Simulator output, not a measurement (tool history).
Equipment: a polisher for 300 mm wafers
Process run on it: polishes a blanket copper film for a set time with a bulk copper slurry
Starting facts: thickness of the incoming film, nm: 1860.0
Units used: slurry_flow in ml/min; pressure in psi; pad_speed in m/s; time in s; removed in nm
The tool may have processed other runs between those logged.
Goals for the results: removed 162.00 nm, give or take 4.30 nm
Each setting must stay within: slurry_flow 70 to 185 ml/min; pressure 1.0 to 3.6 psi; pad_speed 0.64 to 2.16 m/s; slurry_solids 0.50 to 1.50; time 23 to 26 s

run,hour,slurry_flow,pressure,pad_speed,slurry_solids,time,removed
1,0.0,120,2.3,1.40,1.00,26,306.82
2,5.8,110,1.9,1.40,1.00,26,252.24
3,12.1,105,1.6,1.40,1.00,26,213.74
4,16.1,105,1.6,1.40,1.00,23,188.47
5,19.3,105,2.0,1.40,1.00,23,231.12
6,23.1,95,1.8,1.40,1.00,23,202.85
7,24.8,90,1.7,1.40,1.00,23,191.13
8,32.2,85,1.6,1.40,1.00,23,179.39
9,37.9,85,1.6,1.40,1.00,23,177.66
10,46.4,80,1.6,1.40,1.00,23,176.35
11,54.0,75,1.6,1.40,1.00,23,172.76

Of the 5 settings listed for the next run, only one would bring every result within its allowed miss of target. Which one?
A,61.6,85,1.5,1.42,1.10,24,?
B,61.6,85,1.4,1.46,0.95,23,?
C,61.6,90,1.7,1.04,1.15,26,?
D,61.6,75,1.5,1.50,1.05,25,?
E,61.6,70,1.7,1.42,1.00,23,?

move,removed
A,181.20
B,160.53
C,168.08
D,190.45
E,181.42
A: the biggest miss grows against the last run
B: meets every target
C: nearer the targets than the last run, but a result is still out of spec
D: the biggest miss grows against the last run
E: the biggest miss grows against the last run
B meets every target.
